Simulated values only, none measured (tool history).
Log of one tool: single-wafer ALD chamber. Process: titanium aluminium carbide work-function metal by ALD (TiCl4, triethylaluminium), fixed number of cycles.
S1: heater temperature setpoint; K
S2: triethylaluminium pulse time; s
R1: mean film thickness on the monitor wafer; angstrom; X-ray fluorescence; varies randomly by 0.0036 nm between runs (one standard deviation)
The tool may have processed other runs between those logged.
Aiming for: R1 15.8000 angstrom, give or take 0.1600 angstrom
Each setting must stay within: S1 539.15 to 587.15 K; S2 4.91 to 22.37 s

| run | hour | S1 | S2 | R1 |
|---|---|---|---|---|
| 1 | 0.0 | 563.15 | 13.64 | 21.4000 |
| 2 | 3.1 | 559.15 | 12.00 | 20.6490 |
| 3 | 11.2 | 570.15 | 12.00 | 22.0040 |
| 4 | 12.7 | 564.15 | 10.67 | 20.9260 |
| 5 | 21.6 | 559.15 | 9.59 | 19.8890 |
| 6 | 23.5 | 555.15 | 8.71 | 18.9200 |
| 7 | 30.9 | 543.15 | 4.91 | 9.0265 |
|  | 32.4 | thermocouple changed; heater temperature recalibrated |
| 8 | 32.4 | 546.15 | 4.91 | 8.9919 |
| 9 | 39.2 | 558.15 | 9.27 | 19.1530 |
| 10 | 45.0 | 556.15 | 9.27 | 18.9880 |
| 11 | 51.1 | 554.15 | 9.26 | 18.7100 |

Exactly one of the 5 candidate moves below puts every result within its allowed miss. Which one?
| A | 57.2 | 561.15 | 6.73 | ? |
| B | 57.2 | 557.15 | 6.95 | ? |
| C | 57.2 | 546.15 | 7.19 | ? |
| D | 57.2 | 552.15 | 7.11 | ? |
| E | 57.2 | 556.15 | 7.03 | ? |

| move | R1 |
|---|---|
| A | 16.1490 |
| B | 16.2740 |
| C | 15.7620 |
| D | 16.1440 |
| E | 16.3430 |
A: an improvement on the last run, though not all results are within tolerance
B: an improvement on the last run, though not all results are within tolerance
C: all results land within tolerance of their targets
D: an improvement on the last run, though not all results are within tolerance
E: an improvement on the last run, though not all results are within tolerance
The move that meets every target is C.
